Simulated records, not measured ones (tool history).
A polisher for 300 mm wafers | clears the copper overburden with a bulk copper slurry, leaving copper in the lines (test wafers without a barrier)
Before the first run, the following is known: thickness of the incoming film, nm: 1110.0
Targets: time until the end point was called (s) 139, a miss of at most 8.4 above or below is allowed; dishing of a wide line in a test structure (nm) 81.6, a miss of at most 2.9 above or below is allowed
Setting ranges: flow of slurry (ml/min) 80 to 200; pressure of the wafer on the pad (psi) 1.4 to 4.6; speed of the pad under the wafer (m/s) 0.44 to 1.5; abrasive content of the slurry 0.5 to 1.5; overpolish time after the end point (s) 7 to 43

run	hour	flow of slurry (ml/min)	pressure of the wafer on the pad (psi)	speed of the pad under the wafer (m/s)	abrasive content of the slurry	overpolish time after the end point (s)	time until the end point was called (s)	dishing of a wide line in a test structure (nm)
1	0	130	3	0.96	1	22	107.04	107.63
2	6.4	130	2.8	0.96	1	21	114.64	99.835
3	12.1	115	2.8	0.96	1	21	117.86	98.447
4	20.4	115	2.7	0.96	1	20	122.98	92.892
5	22.5	115	2.6	0.96	1	20	122.52	90.896
6	24.8	115	2.5	0.96	1	20	128.19	87.572
# hour 33.2: head pressure recalibrated
7	33.2	105	2.3	0.96	1	20	134.78	85.706
8	41.6	105	2.3	0.96	1	20	134.92	85.935

Exactly one of the 4 candidate moves below puts every result within its allowed miss. Which one?
A	50	85	2.8	0.98	0.95	21	?	?
B	50	135	2.3	0.76	0.8	25	?	?
C	50	80	2.9	0.82	1	19	?	?
D	50	105	2.1	0.84	1.1	22	?	?

move	time until the end point was called (s)	dishing of a wide line in a test structure (nm)
A	122.93	97.43
B	163.93	88.346
C	142.76	82.197
D	159.96	81.525
A: lands further from the targets than the last run did
B: lands further from the targets than the last run did
C: every result lands within tolerance
D: the worst result of the last run now meets its target, but another is out of spec
Move C is the one to make.
